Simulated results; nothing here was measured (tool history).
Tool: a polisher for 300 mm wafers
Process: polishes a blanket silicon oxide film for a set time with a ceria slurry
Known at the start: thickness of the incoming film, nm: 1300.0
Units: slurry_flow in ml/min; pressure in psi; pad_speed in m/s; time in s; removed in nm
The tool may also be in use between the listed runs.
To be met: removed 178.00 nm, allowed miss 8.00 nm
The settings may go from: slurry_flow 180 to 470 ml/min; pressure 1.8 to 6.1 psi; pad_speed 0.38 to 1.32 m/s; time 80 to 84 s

{"run": 1, "hour": 0.0, "slurry_flow": 300, "pressure": 3.9, "pad_speed": 0.84, "time": 80, "removed": 375.45}
{"run": 2, "hour": 1.0, "slurry_flow": 300, "pressure": 4.4, "pad_speed": 0.84, "time": 80, "removed": 416.29}
{"run": 3, "hour": 6.3, "slurry_flow": 300, "pressure": 3.7, "pad_speed": 0.78, "time": 80, "removed": 340.31}
{"run": 4, "hour": 7.3, "slurry_flow": 295, "pressure": 3.2, "pad_speed": 0.7, "time": 80, "removed": 267.5}
{"run": 5, "hour": 11.3, "slurry_flow": 295, "pressure": 2.8, "pad_speed": 0.68, "time": 80, "removed": 223.9}
{"run": 6, "hour": 19.0, "slurry_flow": 295, "pressure": 2.8, "pad_speed": 0.68, "time": 80, "removed": 229.45}
{"run": 7, "hour": 23.4, "slurry_flow": 295, "pressure": 2.6, "pad_speed": 0.68, "time": 80, "removed": 218.39}
{"run": 8, "hour": 30.8, "slurry_flow": 295, "pressure": 2.4, "pad_speed": 0.68, "time": 80, "removed": 194.68}
{"run": 9, "hour": 39.8, "slurry_flow": 295, "pressure": 2.3, "pad_speed": 0.68, "time": 80, "removed": 187.34}

Which of these 5 next moves meets every target?
{"run": "A", "hour": 48.8, "slurry_flow": 280, "pressure": 2.3, "pad_speed": 0.68, "time": 84, "removed": "?"}
{"run": "B", "hour": 48.8, "slurry_flow": 305, "pressure": 2.4, "pad_speed": 0.64, "time": 84, "removed": "?"}
{"run": "C", "hour": 48.8, "slurry_flow": 245, "pressure": 2.1, "pad_speed": 0.82, "time": 80, "removed": "?"}
{"run": "D", "hour": 48.8, "slurry_flow": 300, "pressure": 2.5, "pad_speed": 0.64, "time": 84, "removed": "?"}
{"run": "E", "hour": 48.8, "slurry_flow": 285, "pressure": 1.9, "pad_speed": 0.76, "time": 81, "removed": "?"}

move=A removed=195.63
move=B removed=195.42
move=C removed=197.15
move=D removed=202.84
move=E removed=173.22
A: further off than the last run
B: further off than the last run
C: further off than the last run
D: further off than the last run
E: meets every target
The right move is E.

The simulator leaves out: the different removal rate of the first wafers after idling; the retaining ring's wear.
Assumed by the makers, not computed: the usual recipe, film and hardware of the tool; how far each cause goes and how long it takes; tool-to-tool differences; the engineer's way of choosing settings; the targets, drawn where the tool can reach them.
